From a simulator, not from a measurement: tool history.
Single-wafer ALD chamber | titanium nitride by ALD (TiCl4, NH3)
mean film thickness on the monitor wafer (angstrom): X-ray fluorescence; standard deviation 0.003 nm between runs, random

run	hour	heater temperature setpoint (K)	number of ALD cycles (cycles)	NH3 pulse time (s)	mean film thickness on the monitor wafer (angstrom)
1	0	663.15	60	2.99	12.456
2	6.8	663.15	60	3.7	12.582
3	15.7	663.15	62	3.7	13.016
4	21.2	656.15	61	2.89	12.634
5	24.5	656.15	61	3.35	12.746
6	25.4	647.15	61	3.35	12.657
7	32.1	645.15	61	2.65	12.484
8	36.9	643.15	61	2.17	12.288
9	45.7	642.15	61	1.83	12.11
10	47.5	642.15	61	1.68	12.048

For run 11, what comes out?
11	51.5	639.15	60	1.09	?

{"run 11": {"mean film thickness on the monitor wafer (angstrom)": 11.238}}

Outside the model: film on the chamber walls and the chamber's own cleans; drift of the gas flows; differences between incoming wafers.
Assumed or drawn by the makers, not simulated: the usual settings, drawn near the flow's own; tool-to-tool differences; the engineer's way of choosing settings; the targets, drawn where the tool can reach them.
